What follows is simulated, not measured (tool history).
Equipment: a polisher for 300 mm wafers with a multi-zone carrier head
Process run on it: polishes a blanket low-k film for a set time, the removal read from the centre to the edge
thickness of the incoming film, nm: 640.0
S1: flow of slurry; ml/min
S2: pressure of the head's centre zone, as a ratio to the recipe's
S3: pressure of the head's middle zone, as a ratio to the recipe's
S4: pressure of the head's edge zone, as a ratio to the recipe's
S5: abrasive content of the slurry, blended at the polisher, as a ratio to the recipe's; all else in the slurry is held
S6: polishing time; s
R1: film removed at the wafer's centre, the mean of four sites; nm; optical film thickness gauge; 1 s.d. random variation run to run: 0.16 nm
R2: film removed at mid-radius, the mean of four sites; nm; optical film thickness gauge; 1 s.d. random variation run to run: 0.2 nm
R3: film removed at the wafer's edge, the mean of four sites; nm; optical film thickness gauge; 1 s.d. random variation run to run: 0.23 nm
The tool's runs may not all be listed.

{"run": 1, "day": 0.0, "S1": 155, "S2": 1.0, "S3": 1.0, "S4": 1.0, "S5": 1.0, "S6": 39, "R1": 24.784, "R2": 25.501, "R3": 25.013}
{"run": 2, "day": 0.262, "S1": 135, "S2": 1.0, "S3": 1.0, "S4": 1.0, "S5": 1.0, "S6": 39, "R1": 23.841, "R2": 24.912, "R3": 25.093}
{"run": 3, "day": 0.588, "S1": 135, "S2": 1.0, "S3": 0.92, "S4": 1.0, "S5": 1.0, "S6": 39, "R1": 24.331, "R2": 23.583, "R3": 24.766}
{"run": 4, "day": 0.888, "S1": 140, "S2": 0.98, "S3": 0.93, "S4": 0.98, "S5": 0.95, "S6": 39, "R1": 23.309, "R2": 23.554, "R3": 24.503}
{"run": 5, "day": 1.012, "S1": 140, "S2": 0.98, "S3": 0.87, "S4": 0.98, "S5": 0.95, "S6": 39, "R1": 23.098, "R2": 22.361, "R3": 24.251}
{"run": 6, "day": 1.042, "S1": 145, "S2": 0.97, "S3": 0.89, "S4": 0.96, "S5": 0.9, "S6": 39, "R1": 22.983, "R2": 22.263, "R3": 24.195}
{"run": 7, "day": 1.183, "S1": 145, "S2": 0.96, "S3": 0.93, "S4": 0.94, "S5": 0.85, "S6": 38, "R1": 21.925, "R2": 22.374, "R3": 22.598}

Estimate the outcome of run 8 from the log above:
{"run": 8, "day": 1.442, "S1": 110, "S2": 0.86, "S3": 0.98, "S4": 0.84, "S5": 0.75, "S6": 38, "R1": "?", "R2": "?", "R3": "?"}

Run 8 yielded R1 17.242 nm, R2 20.471 nm, R3 19.448 nm.

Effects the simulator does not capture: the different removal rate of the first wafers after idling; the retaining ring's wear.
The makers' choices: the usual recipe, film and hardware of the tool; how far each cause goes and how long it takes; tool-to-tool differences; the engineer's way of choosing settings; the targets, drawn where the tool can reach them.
